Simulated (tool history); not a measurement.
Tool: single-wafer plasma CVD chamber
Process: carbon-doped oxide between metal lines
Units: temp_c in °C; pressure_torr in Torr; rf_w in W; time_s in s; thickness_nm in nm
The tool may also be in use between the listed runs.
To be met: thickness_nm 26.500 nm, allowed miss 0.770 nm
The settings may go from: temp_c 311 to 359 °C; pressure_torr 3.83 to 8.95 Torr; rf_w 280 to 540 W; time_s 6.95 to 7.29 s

Run 1, hour 0.0: temp_c 335 °C, pressure_torr 6.39 Torr, rf_w 410 W, time_s 7.29 s. Result: thickness_nm 36.866 nm.
Run 2, hour 4.6: temp_c 335 °C, pressure_torr 5.84 Torr, rf_w 410 W, time_s 7.29 s. Result: thickness_nm 36.741 nm.
Run 3, hour 7.7: temp_c 335 °C, pressure_torr 5.84 Torr, rf_w 380 W, time_s 7.29 s. Result: thickness_nm 34.582 nm.
Run 4, hour 13.2: temp_c 346 °C, pressure_torr 5.84 Torr, rf_w 380 W, time_s 7.29 s. Result: thickness_nm 33.171 nm.
Run 5, hour 21.6: temp_c 346 °C, pressure_torr 5.84 Torr, rf_w 380 W, time_s 6.95 s. Result: thickness_nm 31.536 nm.
Run 6, hour 22.8: temp_c 346 °C, pressure_torr 5.41 Torr, rf_w 380 W, time_s 6.95 s. Result: thickness_nm 31.372 nm.
Run 7, hour 31.6: temp_c 354 °C, pressure_torr 5.06 Torr, rf_w 315 W, time_s 6.95 s. Result: thickness_nm 25.129 nm.
Run 8, hour 34.9: temp_c 353 °C, pressure_torr 5.15 Torr, rf_w 315 W, time_s 6.95 s. Result: thickness_nm 25.037 nm.
Run 9, hour 39.3: temp_c 352 °C, pressure_torr 5.25 Torr, rf_w 315 W, time_s 6.95 s. Result: thickness_nm 25.265 nm.
Run 10, hour 46.2: temp_c 351 °C, pressure_torr 5.32 Torr, rf_w 315 W, time_s 6.95 s. Result: thickness_nm 25.738 nm.
Run 11, hour 50.0: temp_c 351 °C, pressure_torr 5.32 Torr, rf_w 315 W, time_s 6.95 s. Result: thickness_nm 25.424 nm.

5 next moves are on the table. One of them brings every result within its allowed miss. Which?
Run A, hour 53.8: temp_c 359 °C, pressure_torr 4.75 Torr, rf_w 315 W, time_s 7.04 s. Result: thickness_nm ?.
Run B, hour 53.8: temp_c 352 °C, pressure_torr 5.90 Torr, rf_w 315 W, time_s 7.25 s. Result: thickness_nm ?.
Run C, hour 53.8: temp_c 345 °C, pressure_torr 5.27 Torr, rf_w 285 W, time_s 7.01 s. Result: thickness_nm ?.
Run D, hour 53.8: temp_c 358 °C, pressure_torr 4.86 Torr, rf_w 345 W, time_s 7.29 s. Result: thickness_nm ?.
Run E, hour 53.8: temp_c 356 °C, pressure_torr 5.62 Torr, rf_w 280 W, time_s 7.29 s. Result: thickness_nm ?.

move  thickness_nm
   A        24.917
   B        26.838
   C        23.619
   D        28.422
   E        23.424
A: further off than the last run
B: meets every target
C: further off than the last run
D: takes the result that was furthest off past its target
E: further off than the last run
Answer: B

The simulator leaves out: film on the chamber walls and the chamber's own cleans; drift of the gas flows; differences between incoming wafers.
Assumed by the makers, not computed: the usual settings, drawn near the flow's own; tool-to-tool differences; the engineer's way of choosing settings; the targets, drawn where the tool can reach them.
